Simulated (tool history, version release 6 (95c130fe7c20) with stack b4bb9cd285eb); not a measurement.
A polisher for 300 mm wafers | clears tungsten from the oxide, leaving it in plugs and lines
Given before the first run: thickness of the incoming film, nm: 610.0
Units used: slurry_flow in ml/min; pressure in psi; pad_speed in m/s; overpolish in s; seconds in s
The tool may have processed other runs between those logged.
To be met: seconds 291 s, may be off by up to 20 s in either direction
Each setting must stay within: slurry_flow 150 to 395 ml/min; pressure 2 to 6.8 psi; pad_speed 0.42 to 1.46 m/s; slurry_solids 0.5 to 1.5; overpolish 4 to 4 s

run 1 hour=0 | slurry_flow=250 pressure=4.4 pad_speed=0.94 slurry_solids=1 overpolish=4 | seconds=139.4
run 2 hour=6 | slurry_flow=250 pressure=4.4 pad_speed=0.94 slurry_solids=1 overpolish=4 | seconds=138.68
run 3 hour=10.1 | slurry_flow=250 pressure=4 pad_speed=0.9 slurry_solids=1 overpolish=4 | seconds=157.75
run 4 hour=13.9 | slurry_flow=225 pressure=4 pad_speed=0.9 slurry_solids=1 overpolish=4 | seconds=161.06
run 5 hour=22.9 | slurry_flow=225 pressure=3.7 pad_speed=0.88 slurry_solids=1 overpolish=4 | seconds=177.18
run 6 hour=27.4 | slurry_flow=225 pressure=3.4 pad_speed=0.86 slurry_solids=1 overpolish=4 | seconds=191.34
run 7 hour=28.8 | slurry_flow=225 pressure=3.2 pad_speed=0.84 slurry_solids=1 overpolish=4 | seconds=206.78
run 8 hour=37.8 | slurry_flow=225 pressure=3 pad_speed=0.82 slurry_solids=1 overpolish=4 | seconds=221.14
run 9 hour=38.4 | slurry_flow=225 pressure=2.8 pad_speed=0.8 slurry_solids=1 overpolish=4 | seconds=248.28
run 10 hour=42.8 | slurry_flow=225 pressure=2.7 pad_speed=0.8 slurry_solids=1 overpolish=4 | seconds=256.22
-- hour=44.6 slurry nozzle cleaned
run 11 hour=44.6 | slurry_flow=225 pressure=2.6 pad_speed=0.8 slurry_solids=1 overpolish=4 | seconds=255.11
run 12 hour=45.2 | slurry_flow=225 pressure=2.5 pad_speed=0.8 slurry_solids=1 overpolish=4 | seconds=266.69

5 candidate next runs follow, results not yet known. Just one meets every target within its allowed miss. Identify it.
run A hour=45.8 | slurry_flow=225 pressure=2.6 pad_speed=0.88 slurry_solids=0.9 overpolish=4 | seconds=?
run B hour=45.8 | slurry_flow=180 pressure=2.9 pad_speed=0.56 slurry_solids=1.05 overpolish=4 | seconds=?
run C hour=45.8 | slurry_flow=150 pressure=2.6 pad_speed=0.88 slurry_solids=1.1 overpolish=4 | seconds=?
run D hour=45.8 | slurry_flow=235 pressure=2.4 pad_speed=0.86 slurry_solids=1.1 overpolish=4 | seconds=?
run E hour=45.8 | slurry_flow=250 pressure=2.5 pad_speed=0.82 slurry_solids=1.1 overpolish=4 | seconds=?

move=A seconds=235.65
move=B seconds=288.8
move=C seconds=237.59
move=D seconds=249.25
move=E seconds=246.88
A: the biggest miss grows against the last run
B: meets every target
C: the biggest miss grows against the last run
D: the biggest miss grows against the last run
E: the biggest miss grows against the last run
B meets every target.
